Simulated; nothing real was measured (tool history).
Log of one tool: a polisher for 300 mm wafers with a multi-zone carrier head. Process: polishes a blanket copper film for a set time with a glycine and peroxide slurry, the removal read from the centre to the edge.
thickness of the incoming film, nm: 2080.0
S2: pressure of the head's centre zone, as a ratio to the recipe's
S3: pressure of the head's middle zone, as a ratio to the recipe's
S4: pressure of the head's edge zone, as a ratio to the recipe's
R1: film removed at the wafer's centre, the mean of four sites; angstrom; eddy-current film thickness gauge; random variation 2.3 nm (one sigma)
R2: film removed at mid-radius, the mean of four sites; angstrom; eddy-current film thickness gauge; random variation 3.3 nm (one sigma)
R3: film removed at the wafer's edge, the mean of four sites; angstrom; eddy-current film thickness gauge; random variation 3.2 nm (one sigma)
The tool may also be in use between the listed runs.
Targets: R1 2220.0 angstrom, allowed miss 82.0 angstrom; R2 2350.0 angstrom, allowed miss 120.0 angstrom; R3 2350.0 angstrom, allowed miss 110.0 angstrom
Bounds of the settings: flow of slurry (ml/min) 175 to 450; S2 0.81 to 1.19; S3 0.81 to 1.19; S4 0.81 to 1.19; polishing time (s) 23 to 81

run 1 day=0.000 | flow_of_slurry_(ml/min)=290 S2=1.00 S3=1.00 S4=1.00 polishing_time_(s)=52 | R1=2667.5 R2=2735.7 R3=2738.6
run 2 day=0.100 | flow_of_slurry_(ml/min)=290 S2=1.00 S3=1.00 S4=1.00 polishing_time_(s)=41 | R1=2113.8 R2=2142.1 R3=2104.3
run 3 day=0.283 | flow_of_slurry_(ml/min)=290 S2=0.91 S3=1.00 S4=1.00 polishing_time_(s)=41 | R1=1926.1 R2=2115.6 R3=2095.7
run 4 day=0.517 | flow_of_slurry_(ml/min)=290 S2=0.93 S3=1.01 S4=1.02 polishing_time_(s)=42 | R1=1998.4 R2=2177.8 R3=2213.4
run 5 day=0.658 | flow_of_slurry_(ml/min)=290 S2=0.93 S3=1.01 S4=1.02 polishing_time_(s)=34 | R1=1586.6 R2=1801.7 R3=1812.2
run 6 day=1.021 | flow_of_slurry_(ml/min)=295 S2=0.97 S3=1.03 S4=1.04 polishing_time_(s)=36 | R1=1800.9 R2=1854.7 R3=1953.5
run 7 day=1.104 | flow_of_slurry_(ml/min)=295 S2=0.97 S3=1.03 S4=1.03 polishing_time_(s)=38 | R1=1885.2 R2=2021.9 R3=2059.9
run 8 day=1.379 | flow_of_slurry_(ml/min)=300 S2=0.99 S3=1.05 S4=1.03 polishing_time_(s)=38 | R1=1922.9 R2=2012.7 R3=2067.0
run 9 day=1.692 | flow_of_slurry_(ml/min)=300 S2=1.00 S3=1.07 S4=1.03 polishing_time_(s)=39 | R1=1997.2 R2=2034.6 R3=2099.8
run 10 day=1.712 | flow_of_slurry_(ml/min)=300 S2=0.99 S3=1.07 S4=1.02 polishing_time_(s)=40 | R1=2049.0 R2=2121.5 R3=2162.4
run 11 day=1.892 | flow_of_slurry_(ml/min)=300 S2=0.99 S3=1.09 S4=1.02 polishing_time_(s)=41 | R1=2068.3 R2=2224.1 R3=2174.3
run 12 day=2.021 | flow_of_slurry_(ml/min)=305 S2=1.00 S3=1.10 S4=1.03 polishing_time_(s)=41 | R1=2079.0 R2=2196.9 R3=2177.6
run 13 day=2.217 | flow_of_slurry_(ml/min)=305 S2=1.00 S3=1.10 S4=1.03 polishing_time_(s)=42 | R1=2165.8 R2=2261.4 R3=2243.4

Which of these 4 next moves meets every target?
run A day=2.412 | flow_of_slurry_(ml/min)=270 S2=1.02 S3=1.12 S4=1.14 polishing_time_(s)=42 | R1=? R2=? R3=?
run B day=2.412 | flow_of_slurry_(ml/min)=285 S2=1.00 S3=1.14 S4=0.92 polishing_time_(s)=43 | R1=? R2=? R3=?
run C day=2.412 | flow_of_slurry_(ml/min)=270 S2=0.99 S3=0.95 S4=0.81 polishing_time_(s)=44 | R1=? R2=? R3=?
run D day=2.412 | flow_of_slurry_(ml/min)=335 S2=1.03 S3=1.02 S4=1.17 polishing_time_(s)=41 | R1=? R2=? R3=?

move=A R1=2161.7 R2=2302.2 R3=2341.1
move=B R1=2179.9 R2=2392.8 R3=2165.0
move=C R1=2195.8 R2=2199.7 R3=2088.8
move=D R1=2169.0 R2=2165.2 R3=2347.4
A: meets every target
B: further off than the last run
C: further off than the last run
D: brings the result that was furthest off to its target, and leaves another outside
The right move is A.

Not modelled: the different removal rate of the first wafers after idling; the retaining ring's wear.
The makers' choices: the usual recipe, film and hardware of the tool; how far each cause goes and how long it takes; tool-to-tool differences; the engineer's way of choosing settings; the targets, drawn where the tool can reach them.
